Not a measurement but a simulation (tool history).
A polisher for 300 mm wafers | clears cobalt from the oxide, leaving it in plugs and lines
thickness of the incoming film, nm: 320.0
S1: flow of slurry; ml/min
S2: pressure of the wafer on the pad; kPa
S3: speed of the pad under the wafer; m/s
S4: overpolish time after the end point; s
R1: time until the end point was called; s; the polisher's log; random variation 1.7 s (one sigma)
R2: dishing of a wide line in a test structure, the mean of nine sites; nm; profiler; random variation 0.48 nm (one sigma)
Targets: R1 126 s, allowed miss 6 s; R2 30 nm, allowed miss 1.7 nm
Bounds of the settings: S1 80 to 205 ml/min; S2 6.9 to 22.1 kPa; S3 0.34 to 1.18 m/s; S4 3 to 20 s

run,hour,S1,S2,S3,S4,R1,R2
1,0,135,14.5,0.76,10,85.781,25.702
2,7.8,135,14.5,0.88,10,79.549,27.685
3,14.7,135,13.1,0.88,10,87.591,26.349
4,18.5,135,11,0.88,10,102.16,23.959
5,21.3,165,11,0.88,10,98.715,23.346
6,25.6,165,11,0.8,10,105.29,22.607
7,34.4,145,9,0.76,15,138.04,24.98
8,41.7,170,10.3,0.76,17,116.76,30.882

Which of these 5 next moves meets every target?
A,49,170,10.3,0.82,13,?,?
B,49,195,9.7,0.58,18,?,?
C,49,165,11.7,0.56,18,?,?
D,49,180,13.8,0.5,19,?,?
E,49,165,12.4,0.64,16,?,?

move,R1,R2
A,109.03,26.4
B,144.85,27.266
C,125.63,30.047
D,113.88,33.148
E,109.02,30.494
A: further off than the last run
B: takes the result that was furthest off past its target
C: meets every target
D: further off than the last run
E: further off than the last run
The right move is C.
